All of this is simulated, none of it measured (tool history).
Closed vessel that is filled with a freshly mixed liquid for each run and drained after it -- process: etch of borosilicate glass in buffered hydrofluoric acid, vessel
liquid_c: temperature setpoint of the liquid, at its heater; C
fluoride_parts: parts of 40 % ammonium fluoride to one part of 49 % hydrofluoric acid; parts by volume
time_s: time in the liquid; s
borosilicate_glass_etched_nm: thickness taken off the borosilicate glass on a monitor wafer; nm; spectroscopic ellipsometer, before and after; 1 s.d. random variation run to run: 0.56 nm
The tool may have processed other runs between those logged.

run  hour  liquid_c  fluoride_parts  time_s  borosilicate_glass_etched_nm
  1     0        23              10      85                        106.99
  2   1.7      22.5              10      85                        104.12
  3     6      22.5              10      85                        103.82
  4  12.9      22.5             8.5      85                        121.07
  5  20.3      21.5             8.5      85                        113.21
  6  24.3      20.5             8.5      85                        109.48
  7  27.9      19.5             8.5      85                        102.17

Run 8 is up next; what results do you expect?
     31.5  -- hydrofluoric acid flow meter replaced
  8  31.5        19             8.5      85                             ?

For run 8 the tool returned borosilicate_glass_etched_nm 94.242 nm.
